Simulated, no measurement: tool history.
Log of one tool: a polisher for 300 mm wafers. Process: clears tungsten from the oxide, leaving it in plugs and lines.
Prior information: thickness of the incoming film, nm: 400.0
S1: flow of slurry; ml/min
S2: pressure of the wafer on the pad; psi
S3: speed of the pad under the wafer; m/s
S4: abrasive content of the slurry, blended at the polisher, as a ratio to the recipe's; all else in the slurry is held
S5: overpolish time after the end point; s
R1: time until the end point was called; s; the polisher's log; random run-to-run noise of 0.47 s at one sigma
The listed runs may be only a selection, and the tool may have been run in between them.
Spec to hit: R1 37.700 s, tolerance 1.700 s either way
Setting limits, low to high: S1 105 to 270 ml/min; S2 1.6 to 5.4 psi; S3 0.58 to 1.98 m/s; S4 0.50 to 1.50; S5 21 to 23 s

{"run": 1, "hour": 0.0, "S1": 175, "S2": 3.5, "S3": 1.28, "S4": 1.0, "S5": 21, "R1": 61.945}
{"run": 2, "hour": 3.2, "S1": 175, "S2": 3.5, "S3": 1.28, "S4": 1.0, "S5": 23, "R1": 61.754}
{"run": 3, "hour": 9.1, "S1": 175, "S2": 3.5, "S3": 1.28, "S4": 0.9, "S5": 23, "R1": 62.947}
{"run": 4, "hour": 18.0, "S1": 175, "S2": 3.7, "S3": 1.28, "S4": 0.9, "S5": 23, "R1": 61.559}
{"run": 5, "hour": 19.2, "S1": 175, "S2": 3.7, "S3": 1.28, "S4": 0.85, "S5": 23, "R1": 59.224}
{"run": 6, "hour": 25.7, "S1": 175, "S2": 4.0, "S3": 1.28, "S4": 0.85, "S5": 23, "R1": 55.132}
{"run": 7, "hour": 27.4, "S1": 175, "S2": 4.2, "S3": 1.28, "S4": 0.85, "S5": 23, "R1": 54.819}
{"run": 8, "hour": 32.4, "S1": 175, "S2": 4.4, "S3": 1.3, "S4": 0.85, "S5": 23, "R1": 51.726}
{"run": 9, "hour": 38.2, "S1": 180, "S2": 5.4, "S3": 1.38, "S4": 0.85, "S5": 23, "R1": 39.923}
{"run": 10, "hour": 41.7, "S1": 180, "S2": 5.4, "S3": 1.4, "S4": 0.85, "S5": 23, "R1": 39.661}

4 candidate next runs follow, results not yet known. Just one meets every target within its allowed miss. Identify it.
{"run": "A", "hour": 45.2, "S1": 135, "S2": 5.2, "S3": 1.32, "S4": 1.25, "S5": 23, "R1": "?"}
{"run": "B", "hour": 45.2, "S1": 225, "S2": 5.1, "S3": 1.42, "S4": 0.65, "S5": 22, "R1": "?"}
{"run": "C", "hour": 45.2, "S1": 210, "S2": 4.6, "S3": 1.52, "S4": 0.6, "S5": 21, "R1": "?"}
{"run": "D", "hour": 45.2, "S1": 160, "S2": 5.4, "S3": 1.58, "S4": 0.65, "S5": 21, "R1": "?"}

move=A R1=42.768
move=B R1=42.365
move=C R1=44.720
move=D R1=38.502
A: further off than the last run
B: further off than the last run
C: further off than the last run
D: each result inside its tolerance
D is the move that brings every result within its allowed miss.
